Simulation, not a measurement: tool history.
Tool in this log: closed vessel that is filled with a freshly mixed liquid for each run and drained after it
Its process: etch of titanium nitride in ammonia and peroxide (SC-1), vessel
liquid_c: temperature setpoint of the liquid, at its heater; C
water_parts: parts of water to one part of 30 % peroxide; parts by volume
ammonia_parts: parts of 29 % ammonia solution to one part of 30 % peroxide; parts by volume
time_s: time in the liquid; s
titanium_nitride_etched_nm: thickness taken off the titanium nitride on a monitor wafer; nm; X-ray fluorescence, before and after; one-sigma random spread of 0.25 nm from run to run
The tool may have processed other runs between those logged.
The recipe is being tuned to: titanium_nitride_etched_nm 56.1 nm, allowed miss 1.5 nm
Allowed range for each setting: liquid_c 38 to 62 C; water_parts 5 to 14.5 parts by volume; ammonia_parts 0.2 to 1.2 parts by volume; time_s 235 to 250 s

{"run": 1, "hour": 0.0, "liquid_c": 46, "water_parts": 8, "ammonia_parts": 0.8, "time_s": 235, "titanium_nitride_etched_nm": 22.421}
{"run": 2, "hour": 5.4, "liquid_c": 50, "water_parts": 8, "ammonia_parts": 0.8, "time_s": 235, "titanium_nitride_etched_nm": 29.666}
{"run": 3, "hour": 8.8, "liquid_c": 50, "water_parts": 8, "ammonia_parts": 1.1, "time_s": 235, "titanium_nitride_etched_nm": 31.027}
{"run": 4, "hour": 13.2, "liquid_c": 50, "water_parts": 8, "ammonia_parts": 0.95, "time_s": 235, "titanium_nitride_etched_nm": 30.567}
{"run": 5, "hour": 15.5, "liquid_c": 50, "water_parts": 8, "ammonia_parts": 0.95, "time_s": 250, "titanium_nitride_etched_nm": 32.35}
{"run": 6, "hour": 18.2, "liquid_c": 47.5, "water_parts": 8, "ammonia_parts": 0.95, "time_s": 250, "titanium_nitride_etched_nm": 27.389}
{"run": 7, "hour": 27.3, "liquid_c": 50.5, "water_parts": 8, "ammonia_parts": 0.95, "time_s": 250, "titanium_nitride_etched_nm": 33.715}
{"run": 8, "hour": 33.2, "liquid_c": 53, "water_parts": 8, "ammonia_parts": 0.95, "time_s": 250, "titanium_nitride_etched_nm": 39.704}
{"run": 9, "hour": 37.0, "liquid_c": 54.5, "water_parts": 8, "ammonia_parts": 0.95, "time_s": 250, "titanium_nitride_etched_nm": 43.842}
{"run": 10, "hour": 45.9, "liquid_c": 55.5, "water_parts": 8, "ammonia_parts": 0.95, "time_s": 250, "titanium_nitride_etched_nm": 47.527}
{"run": 11, "hour": 53.4, "liquid_c": 56.5, "water_parts": 8, "ammonia_parts": 0.95, "time_s": 250, "titanium_nitride_etched_nm": 50.513}
{"run": 12, "hour": 61.6, "liquid_c": 58.5, "water_parts": 8, "ammonia_parts": 0.95, "time_s": 250, "titanium_nitride_etched_nm": 57.885}

Of the 4 settings listed for the next run, only one would bring every result within its allowed miss of target. Which one?
{"run": "A", "hour": 69.8, "liquid_c": 57, "water_parts": 7.5, "ammonia_parts": 1.2, "time_s": 250, "titanium_nitride_etched_nm": "?"}
{"run": "B", "hour": 69.8, "liquid_c": 58, "water_parts": 6.5, "ammonia_parts": 0.85, "time_s": 250, "titanium_nitride_etched_nm": "?"}
{"run": "C", "hour": 69.8, "liquid_c": 58.5, "water_parts": 5.5, "ammonia_parts": 0.55, "time_s": 235, "titanium_nitride_etched_nm": "?"}
{"run": "D", "hour": 69.8, "liquid_c": 58.5, "water_parts": 8.5, "ammonia_parts": 0.95, "time_s": 235, "titanium_nitride_etched_nm": "?"}

move=A titanium_nitride_etched_nm=55.44
move=B titanium_nitride_etched_nm=60.51
move=C titanium_nitride_etched_nm=59.652
move=D titanium_nitride_etched_nm=52.546
A: in spec on every target
B: lands further from the targets than the last run did
C: lands further from the targets than the last run did
D: the result that was furthest off in the last run now lies on the other side of its target
Correct choice: A, which meets every target
